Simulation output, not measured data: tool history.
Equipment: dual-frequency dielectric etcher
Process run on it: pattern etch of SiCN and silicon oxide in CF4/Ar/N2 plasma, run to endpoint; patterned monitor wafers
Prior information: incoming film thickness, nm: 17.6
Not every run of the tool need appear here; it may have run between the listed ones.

{"run": 1, "hour": 0.0, "source power (W)": 370, "bias power (W)": 73, "Ar flow (sccm)": 100, "CF4 flow (sccm)": 51, "endpoint time (s)": 25.584}
{"run": 2, "hour": 7.1, "source power (W)": 370, "bias power (W)": 64, "Ar flow (sccm)": 100, "CF4 flow (sccm)": 51, "endpoint time (s)": 26.07}
{"run": 3, "hour": 14.1, "source power (W)": 350, "bias power (W)": 63, "Ar flow (sccm)": 102, "CF4 flow (sccm)": 50, "endpoint time (s)": 28.434}
{"run": 4, "hour": 18.2, "source power (W)": 350, "bias power (W)": 63, "Ar flow (sccm)": 86, "CF4 flow (sccm)": 50, "endpoint time (s)": 27.63}
{"run": 5, "hour": 20.5, "source power (W)": 410, "bias power (W)": 63, "Ar flow (sccm)": 86, "CF4 flow (sccm)": 50, "endpoint time (s)": 23.41}
{"run": 6, "hour": 27.7, "source power (W)": 410, "bias power (W)": 63, "Ar flow (sccm)": 102, "CF4 flow (sccm)": 50, "endpoint time (s)": 23.992}
{"run": 7, "hour": 33.1, "source power (W)": 390, "bias power (W)": 62, "Ar flow (sccm)": 102, "CF4 flow (sccm)": 50, "endpoint time (s)": 25.553}
{"run": 8, "hour": 35.0, "source power (W)": 320, "bias power (W)": 57, "Ar flow (sccm)": 104, "CF4 flow (sccm)": 49, "endpoint time (s)": 32.211}

Predict the results of run 9:
{"run": 9, "hour": 42.1, "source power (W)": 310, "bias power (W)": 57, "Ar flow (sccm)": 104, "CF4 flow (sccm)": 49, "endpoint time (s)": "?"}

Run 9 gave endpoint time (s) 33.885.
